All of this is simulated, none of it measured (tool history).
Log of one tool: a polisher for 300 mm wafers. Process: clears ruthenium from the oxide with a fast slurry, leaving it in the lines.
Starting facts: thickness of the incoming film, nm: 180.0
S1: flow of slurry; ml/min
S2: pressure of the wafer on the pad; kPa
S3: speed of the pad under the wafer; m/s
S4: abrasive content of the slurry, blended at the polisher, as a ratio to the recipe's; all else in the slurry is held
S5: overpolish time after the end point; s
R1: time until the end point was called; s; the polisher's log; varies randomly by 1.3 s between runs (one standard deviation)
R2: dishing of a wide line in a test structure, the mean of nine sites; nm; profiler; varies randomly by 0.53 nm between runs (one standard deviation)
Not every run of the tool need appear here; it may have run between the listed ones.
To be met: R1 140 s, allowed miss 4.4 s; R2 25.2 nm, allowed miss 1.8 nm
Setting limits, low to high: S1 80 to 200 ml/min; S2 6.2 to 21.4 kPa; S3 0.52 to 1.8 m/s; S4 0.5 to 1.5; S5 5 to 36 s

run 1 day=0 | S1=130 S2=13.8 S3=1.16 S4=1 S5=18 | R1=64.201 R2=45.38
run 2 day=0.192 | S1=130 S2=13.8 S3=1.16 S4=1 S5=10 | R1=63.693 R2=25.859
run 3 day=0.275 | S1=125 S2=11.7 S3=1.1 S4=1 S5=13 | R1=78.444 R2=27.471
run 4 day=0.429 | S1=125 S2=13.8 S3=1.1 S4=1 S5=13 | R1=66.147 R2=32.284
run 5 day=0.75 | S1=105 S2=13.8 S3=1.1 S4=1 S5=13 | R1=68.379 R2=30.805
run 6 day=0.804 | S1=105 S2=17.2 S3=1.1 S4=1 S5=13 | R1=55.836 R2=38.945
run 7 day=1.092 | S1=105 S2=14.5 S3=1.02 S4=1 S5=15 | R1=70.604 R2=35.714
run 8 day=1.329 | S1=105 S2=12.4 S3=0.98 S4=1 S5=16 | R1=82.123 R2=31.836
run 9 day=1.654 | S1=105 S2=10.3 S3=0.94 S4=1 S5=17 | R1=103.26 R2=27.966
-- day=1.762 worn pad replaced by a new one
run 10 day=1.762 | S1=105 S2=9.7 S3=0.94 S4=1 S5=18 | R1=100.32 R2=29.933
run 11 day=1.942 | S1=90 S2=6.2 S3=0.7 S4=1 S5=21 | R1=190.11 R2=18.965
run 12 day=2.308 | S1=110 S2=6.9 S3=0.7 S4=1 S5=21 | R1=166.84 R2=20.918
run 13 day=2.488 | S1=110 S2=6.9 S3=0.7 S4=1 S5=21 | R1=167.5 R2=21.785
run 14 day=2.517 | S1=125 S2=6.9 S3=0.7 S4=1 S5=21 | R1=166.48 R2=21.738
run 15 day=2.558 | S1=130 S2=7.6 S3=0.7 S4=1 S5=21 | R1=149.59 R2=24.029
run 16 day=2.638 | S1=135 S2=7.6 S3=0.7 S4=1 S5=21 | R1=147.21 R2=22.949
run 17 day=2.925 | S1=145 S2=8.3 S3=0.7 S4=1 S5=23 | R1=134.87 R2=27.871
run 18 day=3.054 | S1=140 S2=8.3 S3=0.7 S4=1 S5=22 | R1=135.21 R2=27.376

Next run, 4 choices. One meets every target within its allowed miss, the rest don't. Which?
run A day=3.183 | S1=165 S2=9 S3=0.58 S4=0.95 S5=26 | R1=? R2=?
run B day=3.183 | S1=140 S2=9 S3=0.56 S4=1 S5=26 | R1=? R2=?
run C day=3.183 | S1=140 S2=9.7 S3=0.6 S4=0.95 S5=19 | R1=? R2=?
run D day=3.183 | S1=135 S2=6.2 S3=0.84 S4=1.35 S5=21 | R1=? R2=?

move=A R1=143.73 R2=29.299
move=B R1=146.08 R2=28.853
move=C R1=134 R2=23.228
move=D R1=140.72 R2=24.394
A: its largest miss is bigger than the last run's
B: its largest miss is bigger than the last run's
C: takes the result that was furthest off past its target
D: hits every target within its allowed miss
D is the move that brings every result within its allowed miss.
